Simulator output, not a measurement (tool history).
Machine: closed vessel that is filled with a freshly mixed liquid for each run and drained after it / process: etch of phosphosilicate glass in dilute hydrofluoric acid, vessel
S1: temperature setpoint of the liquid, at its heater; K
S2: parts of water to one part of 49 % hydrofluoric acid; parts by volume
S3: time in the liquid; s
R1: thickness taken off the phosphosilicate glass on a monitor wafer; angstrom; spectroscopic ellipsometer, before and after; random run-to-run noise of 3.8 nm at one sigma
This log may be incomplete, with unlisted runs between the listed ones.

run,hour,S1,S2,S3,R1
1,0.0,295.15,50,90,2580.0
2,5.2,295.15,50,90,2562.8
3,5.8,297.15,50,90,2804.9
4,11.4,297.15,65,90,2118.7
5,14.4,297.15,75,90,1803.3
6,17.9,298.15,65,90,2206.9
7,26.1,299.15,55,90,2754.9
8,33.6,300.15,50,90,3185.5
9,41.8,300.65,45,90,3616.7
10,47.4,301.15,40,90,4168.0
11,49.3,303.15,20,95,9796.5
12,53.0,302.15,20,95,9494.8
13,58.7,301.15,20,95,9043.0

Forecast run 14:
14,65.2,300.65,20,95,?

R1: 8924.4 angstrom
